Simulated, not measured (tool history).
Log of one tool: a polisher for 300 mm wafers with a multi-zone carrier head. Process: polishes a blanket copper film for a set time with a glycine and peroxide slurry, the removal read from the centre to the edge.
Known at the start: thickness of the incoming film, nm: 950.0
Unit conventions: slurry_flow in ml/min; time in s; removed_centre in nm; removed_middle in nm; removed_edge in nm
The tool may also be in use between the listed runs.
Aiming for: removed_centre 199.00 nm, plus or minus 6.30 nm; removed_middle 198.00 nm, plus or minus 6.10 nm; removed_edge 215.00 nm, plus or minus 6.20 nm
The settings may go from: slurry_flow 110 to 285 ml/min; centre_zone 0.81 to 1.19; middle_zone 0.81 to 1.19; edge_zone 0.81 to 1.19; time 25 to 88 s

{"run": 1, "hour": 0.0, "slurry_flow": 180, "centre_zone": 1.0, "middle_zone": 1.0, "edge_zone": 1.0, "time": 56, "removed_centre": 365.56, "removed_middle": 361.15, "removed_edge": 371.94}
{"run": 2, "hour": 7.8, "slurry_flow": 140, "centre_zone": 1.0, "middle_zone": 1.0, "edge_zone": 1.0, "time": 56, "removed_centre": 363.33, "removed_middle": 358.55, "removed_edge": 362.09}
{"run": 3, "hour": 10.2, "slurry_flow": 140, "centre_zone": 0.98, "middle_zone": 0.98, "edge_zone": 0.99, "time": 53, "removed_centre": 333.45, "removed_middle": 334.4, "removed_edge": 345.51}
{"run": 4, "hour": 17.0, "slurry_flow": 140, "centre_zone": 0.98, "middle_zone": 0.97, "edge_zone": 0.98, "time": 50, "removed_centre": 315.69, "removed_middle": 313.19, "removed_edge": 318.13}
{"run": 5, "hour": 17.7, "slurry_flow": 140, "centre_zone": 0.97, "middle_zone": 0.95, "edge_zone": 0.98, "time": 47, "removed_centre": 291.22, "removed_middle": 288.14, "removed_edge": 300.39}
{"run": 6, "hour": 19.0, "slurry_flow": 160, "centre_zone": 0.97, "middle_zone": 0.95, "edge_zone": 0.98, "time": 47, "removed_centre": 293.05, "removed_middle": 295.11, "removed_edge": 306.81}
{"run": 7, "hour": 21.1, "slurry_flow": 155, "centre_zone": 0.96, "middle_zone": 0.93, "edge_zone": 0.97, "time": 45, "removed_centre": 281.73, "removed_middle": 274.17, "removed_edge": 292.73}
{"run": 8, "hour": 25.7, "slurry_flow": 150, "centre_zone": 0.95, "middle_zone": 0.92, "edge_zone": 0.95, "time": 43, "removed_centre": 268.04, "removed_middle": 258.33, "removed_edge": 275.29}
{"run": 9, "hour": 31.0, "slurry_flow": 115, "centre_zone": 0.85, "middle_zone": 0.83, "edge_zone": 0.85, "time": 34, "removed_centre": 181.51, "removed_middle": 181.66, "removed_edge": 202.56}

Below are 4 possible settings for the next run. Only one of them brings all results inside the allowed miss of their targets. Which is it?
{"run": "A", "hour": 36.3, "slurry_flow": 135, "centre_zone": 0.91, "middle_zone": 0.81, "edge_zone": 0.81, "time": 33, "removed_centre": "?", "removed_middle": "?", "removed_edge": "?"}
{"run": "B", "hour": 36.3, "slurry_flow": 160, "centre_zone": 0.86, "middle_zone": 0.83, "edge_zone": 0.82, "time": 36, "removed_centre": "?", "removed_middle": "?", "removed_edge": "?"}
{"run": "C", "hour": 36.3, "slurry_flow": 110, "centre_zone": 0.82, "middle_zone": 0.81, "edge_zone": 0.99, "time": 36, "removed_centre": "?", "removed_middle": "?", "removed_edge": "?"}
{"run": "D", "hour": 36.3, "slurry_flow": 110, "centre_zone": 0.83, "middle_zone": 0.89, "edge_zone": 0.91, "time": 33, "removed_centre": "?", "removed_middle": "?", "removed_edge": "?"}

move=A removed_centre=190.65 removed_middle=174.90 removed_edge=195.80
move=B removed_centre=200.85 removed_middle=198.51 removed_edge=217.73
move=C removed_centre=182.15 removed_middle=186.26 removed_edge=230.13
move=D removed_centre=169.12 removed_middle=184.49 removed_edge=202.53
A: misses by more than the last run did
B: hits every target within its allowed miss
C: neither nearer nor further off than the last run
D: misses by more than the last run did
B is the move that brings every result within its allowed miss.

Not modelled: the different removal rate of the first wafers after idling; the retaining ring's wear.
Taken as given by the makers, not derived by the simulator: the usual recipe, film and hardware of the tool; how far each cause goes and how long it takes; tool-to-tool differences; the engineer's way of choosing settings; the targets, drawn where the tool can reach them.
